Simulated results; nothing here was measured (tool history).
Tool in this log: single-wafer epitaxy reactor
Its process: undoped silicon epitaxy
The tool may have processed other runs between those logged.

run	day	wafer temperature setpoint (pyrometer-controlled) (deg C)	deposition time (s)	mean film thickness on the monitor wafer (nm)
1	0.000	640	165	22.427
2	0.183	637	164	20.461
3	0.358	635	164	19.608
4	0.446	633	164	18.544
5	0.788	631	164	17.620
6	0.942	630	164	17.187
7	1.188	629	164	16.786
8	1.392	628	164	16.331
9	1.450	627	164	15.961
10	1.738	626	164	15.568
11	1.996	625	164	15.081

The next listed run, before its measurement:
12	2.208	625	164	?

Run 12 measured mean film thickness on the monitor wafer (nm) 15.138.
